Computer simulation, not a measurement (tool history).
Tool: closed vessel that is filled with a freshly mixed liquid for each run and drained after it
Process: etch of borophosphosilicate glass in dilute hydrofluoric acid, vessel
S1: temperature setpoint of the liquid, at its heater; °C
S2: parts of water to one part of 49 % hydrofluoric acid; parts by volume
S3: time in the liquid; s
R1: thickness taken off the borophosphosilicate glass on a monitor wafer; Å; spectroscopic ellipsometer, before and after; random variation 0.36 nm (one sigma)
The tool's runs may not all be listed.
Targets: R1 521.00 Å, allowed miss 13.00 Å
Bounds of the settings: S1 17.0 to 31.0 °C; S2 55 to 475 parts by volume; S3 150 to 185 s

Run 1, day 0.000: S1 23.0 °C, S2 265 parts by volume, S3 185 s. Result: R1 213.44 Å.
Run 2, day 0.212: S1 24.5 °C, S2 240 parts by volume, S3 185 s. Result: R1 256.63 Å.
Run 3, day 0.425: S1 22.0 °C, S2 240 parts by volume, S3 185 s. Result: R1 230.91 Å.
Run 4, day 0.517: S1 23.5 °C, S2 220 parts by volume, S3 185 s. Result: R1 274.82 Å.
Run 5, day 0.708: S1 25.5 °C, S2 220 parts by volume, S3 185 s. Result: R1 294.36 Å.
Run 6, day 0.754: S1 26.5 °C, S2 205 parts by volume, S3 185 s. Result: R1 338.29 Å.
Run 7, day 0.962: S1 27.5 °C, S2 195 parts by volume, S3 185 s. Result: R1 361.79 Å.
Run 8, day 1.183: S1 28.0 °C, S2 185 parts by volume, S3 185 s. Result: R1 401.29 Å.
Run 9, day 1.458: S1 28.5 °C, S2 180 parts by volume, S3 185 s. Result: R1 415.05 Å.
Run 10, day 1.804: S1 29.0 °C, S2 175 parts by volume, S3 185 s. Result: R1 443.14 Å.
Run 11, day 1.858: S1 29.5 °C, S2 170 parts by volume, S3 185 s. Result: R1 467.89 Å.
Run 12, day 1.917: S1 30.0 °C, S2 170 parts by volume, S3 185 s. Result: R1 472.94 Å.
Run 13, day 2.058: S1 30.5 °C, S2 165 parts by volume, S3 185 s. Result: R1 504.21 Å.

Which of these 5 next moves meets every target?
Run A, day 2.200: S1 30.5 °C, S2 155 parts by volume, S3 170 s. Result: R1 ?.
Run B, day 2.200: S1 30.5 °C, S2 160 parts by volume, S3 185 s. Result: R1 ?.
Run C, day 2.200: S1 29.0 °C, S2 150 parts by volume, S3 170 s. Result: R1 ?.
Run D, day 2.200: S1 29.5 °C, S2 165 parts by volume, S3 185 s. Result: R1 ?.
Run E, day 2.200: S1 31.0 °C, S2 175 parts by volume, S3 185 s. Result: R1 ?.

move      R1
   A  491.71
   B  514.99
   C  484.55
   D  478.83
   E  469.94
A: further off than the last run
B: meets every target
C: further off than the last run
D: further off than the last run
E: further off than the last run
The right move is B.
